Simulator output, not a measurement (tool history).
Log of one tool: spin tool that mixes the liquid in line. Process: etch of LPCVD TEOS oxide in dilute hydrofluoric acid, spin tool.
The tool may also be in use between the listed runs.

run  hour  temperature setpoint of the liquid (°C)  parts of water to one part of 49 % hydrofluoric acid (parts by volume)  time under the liquid (s)  thickness taken off the LPCVD TEOS oxide on a monitor wafer (angstrom)
  1     0                                       25                                                                     180                         65                                                                  66.524
  2   0.9                                     27.5                                                                     145                         65                                                                  94.955
  3   3.2                                     29.5                                                                     125                         65                                                                  121.11
  4   4.7                                     30.5                                                                     115                         65                                                                  137.04
  5  13.5                                       32                                                                     115                         65                                                                  145.97
  6  14.8                                       32                                                                     115                         40                                                                  89.097
  7  15.7                                       33                                                                      45                         45                                                                   302.6
  8  17.5                                       33                                                                      60                         45                                                                  218.26

The next listed run, before its measurement:
  9  19.2                                       33                                                                      65                         45                                                                       ?

{"run 9": {"thickness taken off the LPCVD TEOS oxide on a monitor wafer (angstrom)": 200.51}}

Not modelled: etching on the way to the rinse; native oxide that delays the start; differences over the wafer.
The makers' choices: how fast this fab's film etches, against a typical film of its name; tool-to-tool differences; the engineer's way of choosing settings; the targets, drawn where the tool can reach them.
